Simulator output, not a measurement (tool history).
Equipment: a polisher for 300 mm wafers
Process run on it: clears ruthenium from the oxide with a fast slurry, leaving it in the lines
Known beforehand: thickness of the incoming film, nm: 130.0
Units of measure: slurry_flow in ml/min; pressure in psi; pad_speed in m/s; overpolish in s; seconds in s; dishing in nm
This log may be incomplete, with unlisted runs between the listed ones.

run,day,slurry_flow,pressure,pad_speed,slurry_solids,overpolish,seconds,dishing
1,0.000,190,2.0,1.20,1.00,9,31.211,28.696
2,0.304,190,1.9,1.20,1.00,10,33.310,28.726
3,0.462,190,1.9,0.96,1.00,10,39.559,23.776
4,0.692,190,1.9,0.80,1.00,10,45.390,20.724
5,0.983,190,1.5,0.80,1.00,10,56.510,17.122
6,1.233,190,1.6,0.82,1.00,11,53.085,20.194
7,1.367,190,1.7,0.82,1.00,11,48.409,21.637

Forecast run 8:
8,1.717,185,1.7,0.86,0.95,13,?,?

seconds: 50.095 s
dishing: 24.091 nm
